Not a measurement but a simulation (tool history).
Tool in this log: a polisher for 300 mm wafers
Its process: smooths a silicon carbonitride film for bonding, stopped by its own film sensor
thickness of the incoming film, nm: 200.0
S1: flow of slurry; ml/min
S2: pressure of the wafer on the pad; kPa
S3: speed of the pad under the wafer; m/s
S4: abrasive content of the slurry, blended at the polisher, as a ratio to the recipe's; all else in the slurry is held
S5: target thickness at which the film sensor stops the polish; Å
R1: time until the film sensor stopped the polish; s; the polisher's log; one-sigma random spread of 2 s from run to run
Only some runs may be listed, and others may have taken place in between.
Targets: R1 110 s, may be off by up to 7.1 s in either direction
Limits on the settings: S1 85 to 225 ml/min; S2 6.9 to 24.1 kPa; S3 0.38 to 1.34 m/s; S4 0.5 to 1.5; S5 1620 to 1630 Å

Run 1, hour 0: S1 145 ml/min, S2 15.2 kPa, S3 0.86 m/s, S4 1, S5 1630 Å. Result: R1 172.25 s.
Run 2, hour 8.6: S1 145 ml/min, S2 15.2 kPa, S3 1.06 m/s, S4 1, S5 1630 Å. Result: R1 152.82 s.
Run 3, hour 13.6: S1 145 ml/min, S2 15.9 kPa, S3 1.08 m/s, S4 1, S5 1630 Å. Result: R1 144.43 s.
Run 4, hour 14.6: S1 165 ml/min, S2 15.9 kPa, S3 1.08 m/s, S4 1, S5 1630 Å. Result: R1 135.96 s.
Run 5, hour 19.5: S1 165 ml/min, S2 15.9 kPa, S3 1.08 m/s, S4 1, S5 1630 Å. Result: R1 136.32 s.
Run 6, hour 20.9: S1 170 ml/min, S2 16.5 kPa, S3 1.08 m/s, S4 1, S5 1630 Å. Result: R1 130.9 s.
Run 7, hour 26.5: S1 170 ml/min, S2 17.2 kPa, S3 1.08 m/s, S4 1, S5 1630 Å. Result: R1 123.31 s.
Run 8, hour 35: S1 175 ml/min, S2 17.9 kPa, S3 1.08 m/s, S4 1, S5 1630 Å. Result: R1 123.64 s.
Run 9, hour 37: S1 175 ml/min, S2 18.6 kPa, S3 1.08 m/s, S4 1, S5 1630 Å. Result: R1 117.42 s.

5 next moves are on the table. One of them brings every result within its allowed miss. Which?
Run A, hour 39: S1 140 ml/min, S2 20.7 kPa, S3 0.84 m/s, S4 1, S5 1630 Å. Result: R1 ?.
Run B, hour 39: S1 180 ml/min, S2 18.6 kPa, S3 1.14 m/s, S4 1, S5 1630 Å. Result: R1 ?.
Run C, hour 39: S1 120 ml/min, S2 20 kPa, S3 1.12 m/s, S4 0.75, S5 1620 Å. Result: R1 ?.
Run D, hour 39: S1 155 ml/min, S2 20.7 kPa, S3 1.26 m/s, S4 0.95, S5 1630 Å. Result: R1 ?.
Run E, hour 39: S1 210 ml/min, S2 18.6 kPa, S3 1.28 m/s, S4 1.2, S5 1630 Å. Result: R1 ?.

move      R1
   A  129.28
   B  113.02
   C  135.78
   D  99.747
   E  94.245
A: lands further from the targets than the last run did
B: all results land within tolerance of their targets
C: lands further from the targets than the last run did
D: takes the biggest miss from the last run beyond its target
E: takes the biggest miss from the last run beyond its target
So the answer is move B, the one that meets all the targets.
